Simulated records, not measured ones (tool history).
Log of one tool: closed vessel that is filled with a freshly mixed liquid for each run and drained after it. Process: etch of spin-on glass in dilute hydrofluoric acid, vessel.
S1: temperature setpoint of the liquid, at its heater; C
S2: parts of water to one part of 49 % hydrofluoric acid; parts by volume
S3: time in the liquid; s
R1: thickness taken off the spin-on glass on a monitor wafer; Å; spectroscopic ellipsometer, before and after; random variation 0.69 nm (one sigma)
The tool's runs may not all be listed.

run  hour    S1  S2   S3      R1
  1     0    21  50  105    1016
  2   1.7    21  60  105   805.7
  3   7.2    21  60  115  905.45
  4   9.5  20.5  60  115     885
  5  16.1    24  60  115  1029.2
  6  17.3    23  60  115  988.81
  7  19.9    22  60  115  930.71
  8  28.4  21.5  60  115  928.65

Forecast run 9:
  9    30  21  60  115   ?

R1: 904.9 Å
